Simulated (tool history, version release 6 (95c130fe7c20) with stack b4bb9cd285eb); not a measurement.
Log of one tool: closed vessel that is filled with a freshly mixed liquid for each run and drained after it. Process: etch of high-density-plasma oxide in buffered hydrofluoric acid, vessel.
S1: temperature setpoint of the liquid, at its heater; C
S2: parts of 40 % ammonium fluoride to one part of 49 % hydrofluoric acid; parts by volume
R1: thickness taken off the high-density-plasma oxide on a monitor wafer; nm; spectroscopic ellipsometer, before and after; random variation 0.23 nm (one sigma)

{"run": 1, "hour": 0.0, "S1": 21.0, "S2": 16.0, "time in the liquid (s)": 85, "R1": 68.782}
{"run": 2, "hour": 1.4, "S1": 20.5, "S2": 16.0, "time in the liquid (s)": 85, "R1": 66.71}
{"run": 3, "hour": 8.2, "S1": 20.0, "S2": 16.0, "time in the liquid (s)": 85, "R1": 64.489}
{"run": 4, "hour": 13.0, "S1": 19.5, "S2": 16.0, "time in the liquid (s)": 85, "R1": 63.32}
{"run": 5, "hour": 15.9, "S1": 19.5, "S2": 16.0, "time in the liquid (s)": 85, "R1": 63.087}
{"run": 6, "hour": 17.5, "S1": 21.0, "S2": 16.0, "time in the liquid (s)": 85, "R1": 68.689}

Run 7 comes next. What will it give?
{"run": 7, "hour": 19.6, "S1": 20.5, "S2": 16.0, "time in the liquid (s)": 85, "R1": "?"}

{"run 7": {"R1": 66.759}}

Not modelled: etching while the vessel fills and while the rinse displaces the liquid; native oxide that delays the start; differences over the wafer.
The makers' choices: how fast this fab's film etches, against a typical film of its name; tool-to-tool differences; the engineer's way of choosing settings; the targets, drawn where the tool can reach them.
